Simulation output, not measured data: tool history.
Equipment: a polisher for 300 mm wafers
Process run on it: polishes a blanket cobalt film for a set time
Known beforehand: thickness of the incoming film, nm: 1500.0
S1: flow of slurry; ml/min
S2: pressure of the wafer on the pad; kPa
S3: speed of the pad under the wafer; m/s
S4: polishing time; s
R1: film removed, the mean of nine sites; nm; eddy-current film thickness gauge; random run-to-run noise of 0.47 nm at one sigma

Run 1, day 0.000: S1 250 ml/min, S2 12.4 kPa, S3 1.28 m/s, S4 20 s. Result: R1 112.240 nm.
Run 2, day 0.025: S1 250 ml/min, S2 12.4 kPa, S3 1.10 m/s, S4 20 s. Result: R1 98.633 nm.
Run 3, day 0.354: S1 220 ml/min, S2 12.4 kPa, S3 1.10 m/s, S4 20 s. Result: R1 96.634 nm.
Run 4, day 0.512: S1 220 ml/min, S2 12.4 kPa, S3 1.10 m/s, S4 20 s. Result: R1 95.121 nm.
Run 5, day 0.875: S1 210 ml/min, S2 10.3 kPa, S3 1.06 m/s, S4 20 s. Result: R1 77.539 nm.
Run 6, day 1.100: S1 210 ml/min, S2 12.4 kPa, S3 1.06 m/s, S4 20 s. Result: R1 93.035 nm.
At day 1.254: slurry nozzle cleaned.
Run 7, day 1.254: S1 205 ml/min, S2 10.3 kPa, S3 1.04 m/s, S4 20 s. Result: R1 76.129 nm.

Forecast run 8:
Run 8, day 1.288: S1 205 ml/min, S2 10.3 kPa, S3 1.04 m/s, S4 20 s. Result: R1 ?.

{"run 8": {"R1": 77.726}}
